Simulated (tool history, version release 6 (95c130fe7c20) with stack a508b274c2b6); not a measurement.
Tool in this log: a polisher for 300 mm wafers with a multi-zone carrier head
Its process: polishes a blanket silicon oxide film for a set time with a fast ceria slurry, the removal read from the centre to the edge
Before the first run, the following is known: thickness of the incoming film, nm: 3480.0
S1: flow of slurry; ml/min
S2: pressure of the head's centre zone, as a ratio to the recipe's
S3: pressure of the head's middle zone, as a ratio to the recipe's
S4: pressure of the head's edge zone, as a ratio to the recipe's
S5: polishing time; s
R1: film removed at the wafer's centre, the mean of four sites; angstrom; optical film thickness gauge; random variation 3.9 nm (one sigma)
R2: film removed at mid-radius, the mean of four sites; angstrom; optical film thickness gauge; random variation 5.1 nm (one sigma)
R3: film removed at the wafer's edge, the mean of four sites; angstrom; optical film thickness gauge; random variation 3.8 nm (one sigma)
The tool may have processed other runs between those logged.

{"run": 1, "hour": 0.0, "S1": 165, "S2": 1, "S3": 1, "S4": 1, "S5": 73, "R1": 8061.7, "R2": 7533, "R3": 7759.9}
{"run": 2, "hour": 4.4, "S1": 145, "S2": 0.99, "S3": 1.01, "S4": 0.95, "S5": 62, "R1": 6532.9, "R2": 6600.8, "R3": 6338.6}
{"run": 3, "hour": 12.8, "S1": 145, "S2": 0.99, "S3": 1.01, "S4": 0.95, "S5": 69, "R1": 7360.9, "R2": 7194.9, "R3": 6855}
{"run": 4, "hour": 21.1, "S1": 135, "S2": 0.99, "S3": 0.99, "S4": 0.91, "S5": 59, "R1": 6201.4, "R2": 5866, "R3": 5844.9}
{"run": 5, "hour": 26.7, "S1": 165, "S2": 0.99, "S3": 0.99, "S4": 0.91, "S5": 59, "R1": 6465.5, "R2": 6138.1, "R3": 5973}
{"run": 6, "hour": 33.4, "S1": 165, "S2": 0.99, "S3": 0.99, "S4": 0.84, "S5": 59, "R1": 6462.9, "R2": 6157.7, "R3": 5653.2}
{"run": 7, "hour": 38.1, "S1": 150, "S2": 0.99, "S3": 1, "S4": 0.83, "S5": 52, "R1": 5489.6, "R2": 5318.6, "R3": 4952.7}

Predict the results of run 8:
{"run": 8, "hour": 43.8, "S1": 145, "S2": 0.99, "S3": 1.01, "S4": 0.82, "S5": 47, "R1": "?", "R2": "?", "R3": "?"}

R1: 5080.7 angstrom
R2: 4962.9 angstrom
R3: 4477.9 angstrom

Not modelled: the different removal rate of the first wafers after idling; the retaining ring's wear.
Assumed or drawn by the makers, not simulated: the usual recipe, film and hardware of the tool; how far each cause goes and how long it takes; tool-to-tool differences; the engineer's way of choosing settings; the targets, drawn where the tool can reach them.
